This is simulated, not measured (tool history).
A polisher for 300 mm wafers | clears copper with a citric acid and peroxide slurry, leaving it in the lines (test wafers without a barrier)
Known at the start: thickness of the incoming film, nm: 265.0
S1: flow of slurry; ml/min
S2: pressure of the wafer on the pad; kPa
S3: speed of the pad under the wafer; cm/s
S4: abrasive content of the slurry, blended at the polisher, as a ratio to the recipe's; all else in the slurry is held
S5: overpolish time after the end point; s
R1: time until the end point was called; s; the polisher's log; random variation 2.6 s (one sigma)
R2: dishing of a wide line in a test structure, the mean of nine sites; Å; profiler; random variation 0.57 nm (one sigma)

Run 1, hour 0: S1 280 ml/min, S2 14.5 kPa, S3 118 cm/s, S4 1, S5 29 s. Result: R1 134.31 s, R2 344.42 Å.
Run 2, hour 3.5: S1 280 ml/min, S2 13.8 kPa, S3 116 cm/s, S4 1, S5 33 s. Result: R1 139.85 s, R2 369.92 Å.
Run 3, hour 9.7: S1 280 ml/min, S2 13.1 kPa, S3 114 cm/s, S4 1, S5 36 s. Result: R1 147.92 s, R2 372.27 Å.
Run 4, hour 13.1: S1 280 ml/min, S2 13.1 kPa, S3 114 cm/s, S4 1, S5 31 s. Result: R1 149.12 s, R2 321.58 Å.
Run 5, hour 17.8: S1 280 ml/min, S2 15.9 kPa, S3 114 cm/s, S4 1, S5 31 s. Result: R1 127.78 s, R2 374.58 Å.
Run 6, hour 19.6: S1 280 ml/min, S2 17.2 kPa, S3 114 cm/s, S4 1, S5 31 s. Result: R1 122.15 s, R2 400.32 Å.
Run 7, hour 25.1: S1 280 ml/min, S2 15.9 kPa, S3 112 cm/s, S4 1, S5 35 s. Result: R1 125.58 s, R2 408.35 Å.
Run 8, hour 25.9: S1 270 ml/min, S2 13.8 kPa, S3 114 cm/s, S4 0.95, S5 39 s. Result: R1 144.65 s, R2 408 Å.
Run 9, hour 34.4: S1 265 ml/min, S2 13.1 kPa, S3 114 cm/s, S4 0.95, S5 41 s. Result: R1 148.5 s, R2 399.68 Å.
Run 10, hour 35.6: S1 265 ml/min, S2 13.1 kPa, S3 114 cm/s, S4 0.95, S5 41 s. Result: R1 150.89 s, R2 408.83 Å.
Run 11, hour 41.9: S1 255 ml/min, S2 12.4 kPa, S3 114 cm/s, S4 0.95, S5 43 s. Result: R1 152.96 s, R2 408.36 Å.

Forecast run 12:
Run 12, hour 47.4: S1 260 ml/min, S2 11.7 kPa, S3 114 cm/s, S4 0.95, S5 45 s. Result: R1 ?, R2 ?.

Run 12 gave R1 162.36 s, R2 400.33 Å.
